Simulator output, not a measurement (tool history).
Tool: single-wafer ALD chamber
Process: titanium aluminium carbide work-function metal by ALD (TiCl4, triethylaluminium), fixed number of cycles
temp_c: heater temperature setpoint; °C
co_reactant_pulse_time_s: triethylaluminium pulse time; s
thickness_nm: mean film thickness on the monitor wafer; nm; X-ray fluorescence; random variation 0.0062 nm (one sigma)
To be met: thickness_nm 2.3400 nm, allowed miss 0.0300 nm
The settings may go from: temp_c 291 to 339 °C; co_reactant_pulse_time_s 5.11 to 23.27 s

run,hour,temp_c,co_reactant_pulse_time_s,thickness_nm
1,0.0,315,14.19,2.1754
2,0.8,318,14.44,2.2097
3,8.2,326,14.44,2.2746
4,13.6,319,14.44,2.2123
5,19.5,321,14.65,2.2308
6,22.2,321,11.58,2.1941
7,23.6,323,11.85,2.2102
# hour 32.4: triethylaluminium bottle replaced
8,32.4,335,13.40,2.3866
9,37.3,334,13.35,2.3838

5 next moves are on the table. One of them brings every result within its allowed miss. Which?
A,42.2,337,13.15,?
B,42.2,338,11.79,?
C,42.2,335,14.58,?
D,42.2,327,10.79,?
E,42.2,331,13.77,?

move,thickness_nm
A,2.4049
B,2.4005
C,2.3961
D,2.2903
E,2.3561
A: further off than the last run
B: further off than the last run
C: further off than the last run
D: takes the result that was furthest off past its target
E: meets every target
Move E is the one to make.
